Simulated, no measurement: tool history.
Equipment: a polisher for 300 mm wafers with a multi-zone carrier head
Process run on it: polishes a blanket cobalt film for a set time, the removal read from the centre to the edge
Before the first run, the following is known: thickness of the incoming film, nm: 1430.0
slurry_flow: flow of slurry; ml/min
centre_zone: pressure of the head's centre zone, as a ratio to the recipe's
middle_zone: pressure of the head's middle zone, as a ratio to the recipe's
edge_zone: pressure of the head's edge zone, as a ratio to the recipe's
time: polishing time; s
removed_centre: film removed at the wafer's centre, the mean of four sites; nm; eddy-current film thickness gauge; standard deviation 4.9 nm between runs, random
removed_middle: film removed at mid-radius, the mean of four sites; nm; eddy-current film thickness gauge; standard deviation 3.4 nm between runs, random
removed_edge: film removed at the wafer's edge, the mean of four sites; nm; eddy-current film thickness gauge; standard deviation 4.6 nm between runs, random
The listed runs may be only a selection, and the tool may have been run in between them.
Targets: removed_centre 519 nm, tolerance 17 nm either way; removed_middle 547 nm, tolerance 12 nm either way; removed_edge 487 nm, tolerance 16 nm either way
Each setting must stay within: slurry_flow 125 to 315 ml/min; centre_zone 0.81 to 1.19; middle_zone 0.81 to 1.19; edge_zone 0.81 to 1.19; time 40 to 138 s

run	hour	slurry_flow	centre_zone	middle_zone	edge_zone	time	removed_centre	removed_middle	removed_edge
1	0	205	1	1	1	88	549.2	559.65	554.8
2	8.7	200	1	1	0.98	88	540.34	554.26	549.68
3	12.9	200	0.97	1	0.98	88	527.76	557.39	548.36
4	18.2	200	0.97	1	0.96	88	526.65	554.09	546.49
5	18.9	200	0.97	1	1	88	531.61	551.12	560.35
6	26.6	200	0.97	1.04	1	88	533.87	573.86	549.58
7	33.4	150	1	1.05	0.9	85	500.37	525.95	490.41
8	37.6	155	1	1.05	0.9	85	502.71	532.64	503.91

Exactly one of the 5 candidate moves below puts every result within its allowed miss. Which one?
A	41.8	130	1	1.07	0.89	86	?	?	?
B	41.8	135	0.99	0.98	0.92	91	?	?	?
C	41.8	150	1.01	1.06	0.96	81	?	?	?
D	41.8	205	0.98	0.94	0.81	85	?	?	?
E	41.8	135	1.05	1.12	0.89	86	?	?	?

move	removed_centre	removed_middle	removed_edge
A	488.48	525.92	492.78
B	516.39	526.29	533.21
C	481.19	507.26	491.48
D	519.69	514.72	497.16
E	518.27	548.7	495.5
A: moves away from the targets compared with the last run
B: moves away from the targets compared with the last run
C: moves away from the targets compared with the last run
D: moves away from the targets compared with the last run
E: every result within its allowed miss
E is the move that brings every result within its allowed miss.
